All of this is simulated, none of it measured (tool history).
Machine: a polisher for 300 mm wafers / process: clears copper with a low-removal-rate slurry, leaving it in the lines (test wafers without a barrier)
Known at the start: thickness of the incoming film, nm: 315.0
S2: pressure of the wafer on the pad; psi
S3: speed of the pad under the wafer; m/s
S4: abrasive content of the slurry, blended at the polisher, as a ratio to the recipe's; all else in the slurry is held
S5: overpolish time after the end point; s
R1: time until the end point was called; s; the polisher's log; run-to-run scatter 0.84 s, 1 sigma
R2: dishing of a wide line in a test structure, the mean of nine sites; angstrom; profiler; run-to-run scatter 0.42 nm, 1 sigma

{"run": 1, "hour": 0.0, "flow of slurry (ml/min)": 225, "S2": 3.3, "S3": 0.9, "S4": 1, "S5": 18, "R1": 113.72, "R2": 329.46}
{"run": 2, "hour": 6.8, "flow of slurry (ml/min)": 225, "S2": 3.5, "S3": 0.9, "S4": 1, "S5": 16, "R1": 108.9, "R2": 309.79}
{"run": 3, "hour": 15.7, "flow of slurry (ml/min)": 225, "S2": 3.5, "S3": 0.9, "S4": 0.85, "S5": 16, "R1": 112.93, "R2": 309.24}
{"run": 4, "hour": 16.8, "flow of slurry (ml/min)": 225, "S2": 3, "S3": 0.9, "S4": 0.85, "S5": 16, "R1": 131.07, "R2": 269.46}
{"run": 5, "hour": 21.2, "flow of slurry (ml/min)": 230, "S2": 3.2, "S3": 0.9, "S4": 0.85, "S5": 15, "R1": 122.2, "R2": 270.62}
{"run": 6, "hour": 24.2, "flow of slurry (ml/min)": 230, "S2": 3.2, "S3": 0.9, "S4": 0.85, "S5": 20, "R1": 121.27, "R2": 339.56}
{"run": 7, "hour": 30.6, "flow of slurry (ml/min)": 235, "S2": 3.4, "S3": 0.9, "S4": 0.85, "S5": 18, "R1": 114.77, "R2": 339.77}
{"run": 8, "hour": 39.1, "flow of slurry (ml/min)": 235, "S2": 3.4, "S3": 0.9, "S4": 0.85, "S5": 18, "R1": 115.76, "R2": 324.74}
{"run": 9, "hour": 47.1, "flow of slurry (ml/min)": 235, "S2": 3.4, "S3": 0.9, "S4": 0.85, "S5": 18, "R1": 115.69, "R2": 335.44}
{"run": 10, "hour": 51.3, "flow of slurry (ml/min)": 240, "S2": 3.5, "S3": 0.9, "S4": 0.9, "S5": 16, "R1": 109.09, "R2": 317.47}
{"run": 11, "hour": 58.1, "flow of slurry (ml/min)": 255, "S2": 3.6, "S3": 0.9, "S4": 0.9, "S5": 14, "R1": 107.62, "R2": 285}
{"run": 12, "hour": 58.9, "flow of slurry (ml/min)": 255, "S2": 3.7, "S3": 0.9, "S4": 0.9, "S5": 13, "R1": 102.15, "R2": 273.84}
{"run": 13, "hour": 60.6, "flow of slurry (ml/min)": 260, "S2": 3.8, "S3": 0.9, "S4": 0.9, "S5": 12, "R1": 98.855, "R2": 269.82}
{"run": 14, "hour": 67.6, "flow of slurry (ml/min)": 265, "S2": 3.9, "S3": 0.9, "S4": 0.9, "S5": 12, "R1": 98.594, "R2": 270.7}
{"run": 15, "hour": 68.8, "flow of slurry (ml/min)": 265, "S2": 4, "S3": 0.9, "S4": 0.9, "S5": 12, "R1": 96.945, "R2": 274.12}

Run 16, settings as shown, results not yet in. Your forecast:
{"run": 16, "hour": 73.9, "flow of slurry (ml/min)": 265, "S2": 4.1, "S3": 0.9, "S4": 0.9, "S5": 12, "R1": "?", "R2": "?"}

Run 16 produced R1 92.259 s, R2 276.24 angstrom.
